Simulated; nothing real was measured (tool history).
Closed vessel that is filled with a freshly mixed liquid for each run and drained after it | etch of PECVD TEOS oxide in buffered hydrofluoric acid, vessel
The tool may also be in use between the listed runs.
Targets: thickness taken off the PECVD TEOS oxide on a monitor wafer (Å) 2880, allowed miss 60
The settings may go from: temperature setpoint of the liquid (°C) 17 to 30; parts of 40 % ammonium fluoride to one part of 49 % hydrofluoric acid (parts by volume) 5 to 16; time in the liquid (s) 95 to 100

run,day,temperature setpoint of the liquid (°C),parts of 40 % ammonium fluoride to one part of 49 % hydrofluoric acid (parts by volume),time in the liquid (s),thickness taken off the PECVD TEOS oxide on a monitor wafer (Å)
1,0,22,9.5,95,1631.1
2,0.067,24.5,9,95,1926.1
3,0.296,24.5,11.5,95,1580
4,0.404,26,11.5,95,1725.6
5,0.462,27,10.5,95,1993.1
6,0.629,25.5,10.5,95,1821.4
7,0.721,27,9.5,95,2134.7
8,0.862,28,9,95,2328.7
9,1.121,28.5,8.5,95,2557.2
10,1.383,29,8.5,95,2600.8
11,1.546,30,8,95,2960.5

4 next moves are on the table. One of them brings every result within its allowed miss. Which?
A,1.708,29.5,8,95,?
B,1.708,30,9,100,?
C,1.708,28.5,8,95,?
D,1.708,29.5,7.5,95,?

move,thickness taken off the PECVD TEOS oxide on a monitor wafer (Å)
A,2849.7
B,2710.5
C,2703.4
D,3055.5
A: meets every target
B: takes the result that was furthest off past its target
C: takes the result that was furthest off past its target
D: further off than the last run
Move A is the one to make.
